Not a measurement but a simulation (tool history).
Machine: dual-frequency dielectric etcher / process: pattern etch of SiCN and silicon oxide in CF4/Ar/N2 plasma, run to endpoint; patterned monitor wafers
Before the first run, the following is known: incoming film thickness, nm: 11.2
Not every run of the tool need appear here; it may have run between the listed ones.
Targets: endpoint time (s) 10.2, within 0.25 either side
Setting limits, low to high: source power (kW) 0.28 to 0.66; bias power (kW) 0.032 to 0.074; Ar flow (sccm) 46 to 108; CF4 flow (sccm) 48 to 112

{"run": 1, "day": 0.0, "source power (kW)": 0.47, "bias power (kW)": 0.053, "Ar flow (sccm)": 77, "CF4 flow (sccm)": 80, "endpoint time (s)": 12.848}
{"run": 2, "day": 0.208, "source power (kW)": 0.47, "bias power (kW)": 0.061, "Ar flow (sccm)": 77, "CF4 flow (sccm)": 80, "endpoint time (s)": 12.127}
{"run": 3, "day": 0.362, "source power (kW)": 0.47, "bias power (kW)": 0.061, "Ar flow (sccm)": 82, "CF4 flow (sccm)": 80, "endpoint time (s)": 12.325}
{"run": 4, "day": 0.425, "source power (kW)": 0.47, "bias power (kW)": 0.061, "Ar flow (sccm)": 90, "CF4 flow (sccm)": 80, "endpoint time (s)": 12.44}
{"run": 5, "day": 0.475, "source power (kW)": 0.4, "bias power (kW)": 0.061, "Ar flow (sccm)": 90, "CF4 flow (sccm)": 80, "endpoint time (s)": 14.907}
{"run": 6, "day": 0.717, "source power (kW)": 0.4, "bias power (kW)": 0.061, "Ar flow (sccm)": 100, "CF4 flow (sccm)": 80, "endpoint time (s)": 15.154}
{"run": 7, "day": 0.958, "source power (kW)": 0.45, "bias power (kW)": 0.062, "Ar flow (sccm)": 100, "CF4 flow (sccm)": 80, "endpoint time (s)": 13.042}
{"run": 8, "day": 1.017, "source power (kW)": 0.48, "bias power (kW)": 0.062, "Ar flow (sccm)": 100, "CF4 flow (sccm)": 80, "endpoint time (s)": 12.413}
{"run": 9, "day": 1.379, "source power (kW)": 0.51, "bias power (kW)": 0.062, "Ar flow (sccm)": 100, "CF4 flow (sccm)": 80, "endpoint time (s)": 11.46}
{"run": 10, "day": 1.558, "source power (kW)": 0.52, "bias power (kW)": 0.062, "Ar flow (sccm)": 100, "CF4 flow (sccm)": 80, "endpoint time (s)": 11.382}
{"run": 11, "day": 1.588, "source power (kW)": 0.54, "bias power (kW)": 0.062, "Ar flow (sccm)": 100, "CF4 flow (sccm)": 80, "endpoint time (s)": 10.758}

Exercise: of the 4 proposed moves below, exactly one satisfies all targets within the stated allowed misses. Which move is it?
{"run": "A", "day": 1.617, "source power (kW)": 0.5, "bias power (kW)": 0.062, "Ar flow (sccm)": 91, "CF4 flow (sccm)": 80, "endpoint time (s)": "?"}
{"run": "B", "day": 1.617, "source power (kW)": 0.49, "bias power (kW)": 0.068, "Ar flow (sccm)": 88, "CF4 flow (sccm)": 91, "endpoint time (s)": "?"}
{"run": "C", "day": 1.617, "source power (kW)": 0.51, "bias power (kW)": 0.067, "Ar flow (sccm)": 100, "CF4 flow (sccm)": 76, "endpoint time (s)": "?"}
{"run": "D", "day": 1.617, "source power (kW)": 0.57, "bias power (kW)": 0.068, "Ar flow (sccm)": 108, "CF4 flow (sccm)": 73, "endpoint time (s)": "?"}

move=A endpoint_time_(s)=11.532
move=B endpoint_time_(s)=11.112
move=C endpoint_time_(s)=11.231
move=D endpoint_time_(s)=10.105
A: misses by more than the last run did
B: misses by more than the last run did
C: misses by more than the last run did
D: each result inside its tolerance
Answer: D
